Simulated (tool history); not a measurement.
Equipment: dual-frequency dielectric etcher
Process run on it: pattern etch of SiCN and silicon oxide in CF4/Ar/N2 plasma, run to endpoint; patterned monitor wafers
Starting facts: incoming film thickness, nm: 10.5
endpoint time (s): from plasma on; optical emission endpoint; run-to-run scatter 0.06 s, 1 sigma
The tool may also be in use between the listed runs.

Run 1, hour 0: source power (kW) 0.49, bias power (kW) 0.053, Ar flow (sccm) 119, CF4 flow (sccm) 82. Result: endpoint time (s) 12.31.
Run 2, hour 2.7: source power (kW) 0.49, bias power (kW) 0.053, Ar flow (sccm) 119, CF4 flow (sccm) 74. Result: endpoint time (s) 12.498.
Run 3, hour 6.9: source power (kW) 0.49, bias power (kW) 0.045, Ar flow (sccm) 119, CF4 flow (sccm) 74. Result: endpoint time (s) 12.887.
Run 4, hour 13.5: source power (kW) 0.49, bias power (kW) 0.045, Ar flow (sccm) 119, CF4 flow (sccm) 85. Result: endpoint time (s) 12.615.
Run 5, hour 22.2: source power (kW) 0.48, bias power (kW) 0.045, Ar flow (sccm) 119, CF4 flow (sccm) 85. Result: endpoint time (s) 12.759.
Run 6, hour 30.9: source power (kW) 0.51, bias power (kW) 0.045, Ar flow (sccm) 119, CF4 flow (sccm) 85. Result: endpoint time (s) 12.133.

Run 7 is up next; what results do you expect?
Run 7, hour 39.2: source power (kW) 0.5, bias power (kW) 0.045, Ar flow (sccm) 119, CF4 flow (sccm) 85. Result: endpoint time (s) ?.

Run 7 produced endpoint time (s) 12.441.
